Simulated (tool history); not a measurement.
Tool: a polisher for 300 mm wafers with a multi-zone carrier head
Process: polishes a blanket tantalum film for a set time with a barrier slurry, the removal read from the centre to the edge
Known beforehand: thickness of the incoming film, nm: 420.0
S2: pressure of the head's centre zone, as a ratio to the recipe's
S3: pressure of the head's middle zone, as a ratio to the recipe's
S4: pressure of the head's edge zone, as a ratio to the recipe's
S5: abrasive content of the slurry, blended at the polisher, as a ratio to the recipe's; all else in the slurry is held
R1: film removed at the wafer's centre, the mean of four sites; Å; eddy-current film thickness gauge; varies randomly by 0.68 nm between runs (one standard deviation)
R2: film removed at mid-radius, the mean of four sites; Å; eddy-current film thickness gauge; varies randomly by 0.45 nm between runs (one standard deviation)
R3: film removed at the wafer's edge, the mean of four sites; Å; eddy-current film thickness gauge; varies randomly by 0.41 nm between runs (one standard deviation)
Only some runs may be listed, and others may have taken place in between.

{"run": 1, "hour": 0.0, "flow of slurry (ml/min)": 120, "S2": 1.0, "S3": 1.0, "S4": 1.0, "S5": 1.0, "polishing time (s)": 83, "R1": 1193.9, "R2": 1206.2, "R3": 1170.8}
{"run": 2, "hour": 6.1, "flow of slurry (ml/min)": 120, "S2": 1.0, "S3": 1.0, "S4": 1.0, "S5": 0.8, "polishing time (s)": 83, "R1": 1089.5, "R2": 1107.4, "R3": 1096.9}
{"run": 3, "hour": 10.6, "flow of slurry (ml/min)": 120, "S2": 0.96, "S3": 1.0, "S4": 1.0, "S5": 0.8, "polishing time (s)": 83, "R1": 1081.4, "R2": 1116.5, "R3": 1078.9}
{"run": 4, "hour": 11.8, "flow of slurry (ml/min)": 105, "S2": 0.96, "S3": 1.0, "S4": 1.0, "S5": 0.8, "polishing time (s)": 83, "R1": 1033.8, "R2": 1067.0, "R3": 1072.9}
{"run": 5, "hour": 19.4, "flow of slurry (ml/min)": 95, "S2": 0.99, "S3": 0.94, "S4": 0.95, "S5": 0.7, "polishing time (s)": 74, "R1": 875.49, "R2": 859.99, "R3": 873.07}
{"run": 6, "hour": 24.1, "flow of slurry (ml/min)": 70, "S2": 0.99, "S3": 0.94, "S4": 0.95, "S5": 0.7, "polishing time (s)": 74, "R1": 790.18, "R2": 786.04, "R3": 830.11}

What will run 7 give?
{"run": 7, "hour": 24.9, "flow of slurry (ml/min)": 70, "S2": 1.09, "S3": 0.84, "S4": 0.96, "S5": 0.5, "polishing time (s)": 55, "R1": "?", "R2": "?", "R3": "?"}

R1: 556.47 Å
R2: 452.90 Å
R3: 529.22 Å
